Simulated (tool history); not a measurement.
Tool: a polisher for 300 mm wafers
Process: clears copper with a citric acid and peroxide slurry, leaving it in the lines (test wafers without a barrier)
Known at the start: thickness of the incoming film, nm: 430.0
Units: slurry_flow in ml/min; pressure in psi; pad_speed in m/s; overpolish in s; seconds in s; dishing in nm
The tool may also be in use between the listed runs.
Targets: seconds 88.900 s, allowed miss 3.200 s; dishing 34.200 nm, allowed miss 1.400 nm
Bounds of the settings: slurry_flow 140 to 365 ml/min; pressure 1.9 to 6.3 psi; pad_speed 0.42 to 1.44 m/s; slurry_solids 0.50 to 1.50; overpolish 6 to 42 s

| run | day | slurry_flow | pressure | pad_speed | slurry_solids | overpolish | seconds | dishing |
|---|---|---|---|---|---|---|---|---|
| 1 | 0.000 | 235 | 4.1 | 0.92 | 1.00 | 21 | 119.480 | 46.131 |
| 2 | 0.296 | 240 | 4.4 | 0.92 | 1.00 | 18 | 113.780 | 42.955 |
| 3 | 0.462 | 240 | 3.8 | 0.92 | 1.00 | 18 | 125.540 | 39.035 |
| 4 | 0.708 | 245 | 4.2 | 0.92 | 1.00 | 15 | 119.480 | 35.313 |
| 5 | 1.008 | 245 | 4.6 | 0.92 | 1.00 | 13 | 110.650 | 32.738 |
| 6 | 1.104 | 245 | 4.9 | 0.92 | 1.00 | 13 | 105.820 | 34.281 |
| 7 | 1.183 | 245 | 5.1 | 0.92 | 1.00 | 12 | 102.820 | 32.743 |
| 8 | 1.421 | 245 | 5.3 | 0.92 | 1.00 | 12 | 98.152 | 33.731 |
| 9 | 1.658 | 245 | 5.4 | 0.92 | 1.00 | 12 | 97.474 | 34.310 |
| 10 | 1.954 | 245 | 5.5 | 0.92 | 1.00 | 12 | 95.732 | 34.571 |
| 11 | 2.108 | 260 | 5.8 | 0.92 | 1.00 | 10 | 91.494 | 30.930 |
| 12 | 2.217 | 260 | 5.8 | 0.92 | 1.00 | 10 | 91.734 | 30.628 |
| 13 | 2.396 | 250 | 5.8 | 0.92 | 1.00 | 10 | 91.936 | 29.696 |

Which of these 5 next moves meets every target?
| A | 2.575 | 225 | 6.0 | 1.00 | 0.95 | 12 | ? | ? |
| B | 2.575 | 265 | 6.3 | 0.92 | 0.75 | 9 | ? | ? |
| C | 2.575 | 210 | 5.1 | 1.08 | 1.00 | 11 | ? | ? |
| D | 2.575 | 235 | 5.8 | 0.94 | 1.00 | 10 | ? | ? |
| E | 2.575 | 250 | 5.3 | 0.94 | 0.90 | 13 | ? | ? |

| move | seconds | dishing |
|---|---|---|
| A | 84.182 | 38.610 |
| B | 90.413 | 27.844 |
| C | 88.230 | 34.072 |
| D | 90.375 | 30.651 |
| E | 98.166 | 36.022 |
A: takes the result that was furthest off past its target
B: further off than the last run
C: meets every target
D: nearer than the last run, and not there yet
E: takes the result that was furthest off past its target
Answer: C
